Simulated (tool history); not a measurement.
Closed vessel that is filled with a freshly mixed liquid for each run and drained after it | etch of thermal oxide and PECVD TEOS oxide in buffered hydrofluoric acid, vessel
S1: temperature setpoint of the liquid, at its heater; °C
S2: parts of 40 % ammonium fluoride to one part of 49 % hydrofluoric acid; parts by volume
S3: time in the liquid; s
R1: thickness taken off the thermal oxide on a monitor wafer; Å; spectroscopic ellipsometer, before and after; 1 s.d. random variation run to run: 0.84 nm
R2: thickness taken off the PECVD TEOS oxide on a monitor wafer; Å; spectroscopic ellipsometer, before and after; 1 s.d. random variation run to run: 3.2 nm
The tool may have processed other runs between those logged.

{"run": 1, "hour": 0.0, "S1": 25.0, "S2": 9.5, "S3": 60, "R1": 696.1, "R2": 1785.7}
{"run": 2, "hour": 2.4, "S1": 26.5, "S2": 8.5, "S3": 60, "R1": 826.75, "R2": 2102.9}
{"run": 3, "hour": 6.2, "S1": 26.5, "S2": 11.0, "S3": 60, "R1": 664.67, "R2": 1717.8}
{"run": 4, "hour": 13.8, "S1": 29.5, "S2": 11.0, "S3": 60, "R1": 785.37, "R2": 2005.6}
{"run": 5, "hour": 20.0, "S1": 32.0, "S2": 11.0, "S3": 60, "R1": 895.33, "R2": 2283.8}
{"run": 6, "hour": 23.7, "S1": 32.0, "S2": 11.0, "S3": 35, "R1": 516.55, "R2": 1332.0}
{"hour": 24.8, "done": "thermometer replaced"}
{"run": 7, "hour": 24.8, "S1": 32.0, "S2": 10.0, "S3": 40, "R1": 697.59, "R2": 1797.6}

Expected results for the next run?
{"run": 8, "hour": 32.7, "S1": 32.0, "S2": 9.0, "S3": 45, "R1": "?", "R2": "?"}

{"run 8": {"R1": 834.38, "R2": 2145.4}}

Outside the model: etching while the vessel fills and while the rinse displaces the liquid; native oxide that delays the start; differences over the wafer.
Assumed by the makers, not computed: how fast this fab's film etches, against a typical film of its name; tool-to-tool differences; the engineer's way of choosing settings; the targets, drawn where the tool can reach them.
